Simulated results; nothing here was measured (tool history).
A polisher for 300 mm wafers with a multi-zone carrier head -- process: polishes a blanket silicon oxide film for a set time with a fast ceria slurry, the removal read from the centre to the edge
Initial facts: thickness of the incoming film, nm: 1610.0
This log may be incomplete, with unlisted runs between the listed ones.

run	hour	flow of slurry (ml/min)	pressure of the head's centre zone	pressure of the head's middle zone	pressure of the head's edge zone	polishing time (s)	film removed at the wafer's centre (angstrom)	film removed at mid-radius (angstrom)	film removed at the wafer's edge (angstrom)
1	0	210	1	1	1	32	6557.5	6915.3	7146.2
2	0.7	195	0.97	0.94	0.95	31	6156.1	6421.4	6811.8
3	7.4	195	0.97	0.94	1	31	6136.1	6399.1	6909.2
4	12.3	185	0.96	0.91	0.97	29	5635.2	5707.6	6261.3
5	15	185	1	0.91	0.97	29	5827.1	5844.3	6363.8
6	19.6	185	1	0.97	0.97	29	5802.1	6066.1	6307
7	25.6	170	0.98	0.93	0.95	28	5450.5	5607	5972.8

The next listed run, before its measurement:
8	28.9	160	0.97	0.91	0.95	28	?	?	?

film removed at the wafer's centre (angstrom): 5398.3
film removed at mid-radius (angstrom): 5415.3
film removed at the wafer's edge (angstrom): 5880.6
